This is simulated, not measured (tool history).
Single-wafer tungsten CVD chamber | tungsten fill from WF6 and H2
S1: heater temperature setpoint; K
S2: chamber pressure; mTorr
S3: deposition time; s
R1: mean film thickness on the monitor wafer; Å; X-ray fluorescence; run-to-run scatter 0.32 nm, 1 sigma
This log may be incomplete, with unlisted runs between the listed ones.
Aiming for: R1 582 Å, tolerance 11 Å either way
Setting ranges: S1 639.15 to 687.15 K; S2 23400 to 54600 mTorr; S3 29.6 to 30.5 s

run,hour,S1,S2,S3,R1
1,0,663.15,39000,29.6,774.44
2,7.5,659.15,38900,29.6,718.87
3,9.7,659.15,38900,29.6,723.47
4,17.5,656.15,38800,29.6,687.06
5,25,654.15,38700,29.6,663.14
6,31,652.15,38600,29.6,634.65
7,35.6,651.15,38600,29.6,617.31
8,36.5,650.15,38600,29.6,609.81
9,37,649.15,38600,29.6,601.03

Pick the move, out of 4, that brings all results within their allowed miss; only one does.
A,37.5,650.15,29100,30.5,?
B,37.5,644.15,41900,30.5,?
C,37.5,649.15,37400,30.5,?
D,37.5,651.15,35000,30.5,?

move,R1
A,566.68
B,580.29
C,611.74
D,619.63
A: carries the result that was furthest off beyond its target, to the other side
B: all results in spec
C: the biggest miss grows against the last run
D: the biggest miss grows against the last run
B is the move that brings every result within its allowed miss.
